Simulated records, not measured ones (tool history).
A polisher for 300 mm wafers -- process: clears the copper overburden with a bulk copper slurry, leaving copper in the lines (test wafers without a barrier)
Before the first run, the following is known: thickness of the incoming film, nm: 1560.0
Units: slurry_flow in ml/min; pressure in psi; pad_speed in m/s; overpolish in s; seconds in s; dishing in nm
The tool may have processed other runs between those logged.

| run | hour | slurry_flow | pressure | pad_speed | slurry_solids | overpolish | seconds | dishing |
|---|---|---|---|---|---|---|---|---|
| 1 | 0.0 | 255 | 2.2 | 1.38 | 1.00 | 19 | 141.160 | 95.456 |
| 2 | 8.2 | 255 | 2.2 | 1.62 | 1.00 | 19 | 115.960 | 101.460 |
| 3 | 11.1 | 255 | 2.3 | 1.64 | 1.00 | 17 | 111.430 | 98.802 |
| 4 | 16.8 | 255 | 2.4 | 1.66 | 1.00 | 16 | 108.230 | 101.960 |
| 5 | 20.3 | 255 | 2.4 | 1.66 | 0.90 | 16 | 109.310 | 97.085 |
| 6 | 22.7 | 255 | 2.4 | 1.66 | 1.05 | 16 | 105.280 | 99.146 |
| 7 | 25.8 | 255 | 2.5 | 1.68 | 1.05 | 15 | 100.230 | 98.236 |

What will run 8 give?
| 8 | 29.3 | 255 | 3.1 | 1.74 | 1.05 | 9 | ? | ? |

Logged for run 8: seconds 81.303 s, dishing 89.150 nm.
